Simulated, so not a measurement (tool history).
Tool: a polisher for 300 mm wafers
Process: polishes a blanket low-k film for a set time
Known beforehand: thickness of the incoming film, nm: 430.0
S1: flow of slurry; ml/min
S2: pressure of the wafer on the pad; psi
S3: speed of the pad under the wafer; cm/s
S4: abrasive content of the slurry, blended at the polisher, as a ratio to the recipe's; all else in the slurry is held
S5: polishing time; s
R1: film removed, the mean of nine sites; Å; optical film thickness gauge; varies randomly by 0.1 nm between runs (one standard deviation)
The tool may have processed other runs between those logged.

{"run": 1, "hour": 0.0, "S1": 155, "S2": 1.8, "S3": 82, "S4": 1, "S5": 45, "R1": 135}
{"run": 2, "hour": 6.4, "S1": 155, "S2": 1.7, "S3": 82, "S4": 1, "S5": 45, "R1": 127.73}
{"run": 3, "hour": 11.1, "S1": 155, "S2": 1.7, "S3": 82, "S4": 1, "S5": 45, "R1": 126.29}
{"run": 4, "hour": 14.3, "S1": 155, "S2": 1.6, "S3": 82, "S4": 1, "S5": 45, "R1": 120.46}
{"run": 5, "hour": 18.6, "S1": 155, "S2": 1.6, "S3": 82, "S4": 1, "S5": 45, "R1": 120.9}
{"run": 6, "hour": 27.5, "S1": 115, "S2": 1.6, "S3": 82, "S4": 1, "S5": 45, "R1": 113.55}

The next listed run, before its measurement:
{"run": 7, "hour": 31.2, "S1": 115, "S2": 1.5, "S3": 82, "S4": 1, "S5": 45, "R1": "?"}

{"run 7": {"R1": 104.77}}
